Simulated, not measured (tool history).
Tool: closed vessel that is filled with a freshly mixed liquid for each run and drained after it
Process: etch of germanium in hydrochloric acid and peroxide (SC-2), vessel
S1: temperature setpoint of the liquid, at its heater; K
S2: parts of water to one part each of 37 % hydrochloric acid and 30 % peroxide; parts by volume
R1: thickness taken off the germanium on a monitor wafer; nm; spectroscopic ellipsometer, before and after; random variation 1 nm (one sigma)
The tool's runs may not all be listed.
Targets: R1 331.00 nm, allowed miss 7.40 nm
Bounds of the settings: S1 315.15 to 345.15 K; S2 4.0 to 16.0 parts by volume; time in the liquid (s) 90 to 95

run 1 hour=0.0 | S1=331.15 S2=9.0 time_in_the_liquid_(s)=90 | R1=439.79
run 2 hour=7.5 | S1=329.15 S2=9.0 time_in_the_liquid_(s)=90 | R1=413.75
run 3 hour=11.1 | S1=327.65 S2=9.0 time_in_the_liquid_(s)=90 | R1=397.85
run 4 hour=19.2 | S1=327.65 S2=9.0 time_in_the_liquid_(s)=90 | R1=395.56
run 5 hour=27.5 | S1=327.65 S2=11.5 time_in_the_liquid_(s)=90 | R1=385.45
run 6 hour=31.7 | S1=326.65 S2=11.5 time_in_the_liquid_(s)=90 | R1=374.10
run 7 hour=36.3 | S1=325.65 S2=11.5 time_in_the_liquid_(s)=90 | R1=362.03
run 8 hour=40.7 | S1=325.15 S2=11.5 time_in_the_liquid_(s)=90 | R1=357.25
run 9 hour=48.6 | S1=324.65 S2=11.5 time_in_the_liquid_(s)=90 | R1=353.57
run 10 hour=56.9 | S1=324.15 S2=11.5 time_in_the_liquid_(s)=90 | R1=346.89

4 next moves are on the table. One of them brings every result within its allowed miss. Which?
run A hour=65.2 | S1=323.15 S2=14.0 time_in_the_liquid_(s)=90 | R1=?
run B hour=65.2 | S1=323.65 S2=10.0 time_in_the_liquid_(s)=95 | R1=?
run C hour=65.2 | S1=322.65 S2=13.0 time_in_the_liquid_(s)=95 | R1=?
run D hour=65.2 | S1=327.15 S2=11.0 time_in_the_liquid_(s)=90 | R1=?

move=A R1=328.41
move=B R1=366.52
move=C R1=344.88
move=D R1=382.55
A: meets every target
B: further off than the last run
C: nearer than the last run, and not there yet
D: further off than the last run
The right move is A.
